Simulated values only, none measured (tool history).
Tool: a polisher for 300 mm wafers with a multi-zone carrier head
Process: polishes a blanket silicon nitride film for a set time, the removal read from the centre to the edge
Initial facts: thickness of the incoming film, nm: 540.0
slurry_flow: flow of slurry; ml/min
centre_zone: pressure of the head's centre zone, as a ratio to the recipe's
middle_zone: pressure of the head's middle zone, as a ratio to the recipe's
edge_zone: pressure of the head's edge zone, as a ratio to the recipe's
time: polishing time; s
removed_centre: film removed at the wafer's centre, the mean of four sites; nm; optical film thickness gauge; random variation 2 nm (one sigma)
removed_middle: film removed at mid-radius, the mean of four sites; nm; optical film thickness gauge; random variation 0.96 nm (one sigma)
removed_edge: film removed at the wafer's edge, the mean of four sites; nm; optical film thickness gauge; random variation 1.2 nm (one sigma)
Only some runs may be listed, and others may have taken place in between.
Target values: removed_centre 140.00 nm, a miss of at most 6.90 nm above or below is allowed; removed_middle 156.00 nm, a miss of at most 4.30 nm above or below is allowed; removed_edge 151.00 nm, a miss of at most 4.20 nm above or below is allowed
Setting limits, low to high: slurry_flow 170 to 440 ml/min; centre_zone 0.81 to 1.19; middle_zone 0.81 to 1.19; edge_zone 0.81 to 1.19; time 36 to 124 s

run	hour	slurry_flow	centre_zone	middle_zone	edge_zone	time	removed_centre	removed_middle	removed_edge
1	0.0	280	1.00	1.00	1.00	79	184.57	188.69	179.35
2	1.2	275	0.97	0.98	0.97	77	173.11	182.82	175.56
3	8.1	270	0.96	0.97	0.96	75	167.00	176.12	170.93
4	16.1	270	0.96	0.97	0.96	64	139.66	149.70	144.45
5	19.2	270	0.96	0.93	0.96	64	142.74	144.96	146.45
6	25.5	275	0.95	0.94	0.97	64	140.51	145.69	143.96
7	30.8	270	0.94	0.94	0.97	65	142.72	148.69	147.83
8	34.7	270	0.93	0.95	0.97	65	141.28	149.80	147.47
9	35.7	270	0.92	0.95	0.97	65	140.87	148.67	146.90

Consider the 5 candidate settings below. Which is the only one whose results all fall within their allowed miss of target?
A	36.7	260	0.96	0.88	1.07	65	?	?	?
B	36.7	310	0.86	0.96	0.93	67	?	?	?
C	36.7	335	0.97	0.90	1.00	64	?	?	?
D	36.7	275	0.96	0.93	0.92	64	?	?	?
E	36.7	275	0.96	0.90	0.84	66	?	?	?

move	removed_centre	removed_middle	removed_edge
A	147.50	139.06	149.85
B	139.92	156.40	149.75
C	151.20	143.15	147.30
D	146.37	143.82	141.22
E	150.91	144.64	141.83
A: further off than the last run
B: all results land within tolerance of their targets
C: further off than the last run
D: further off than the last run
E: further off than the last run
B meets every target.
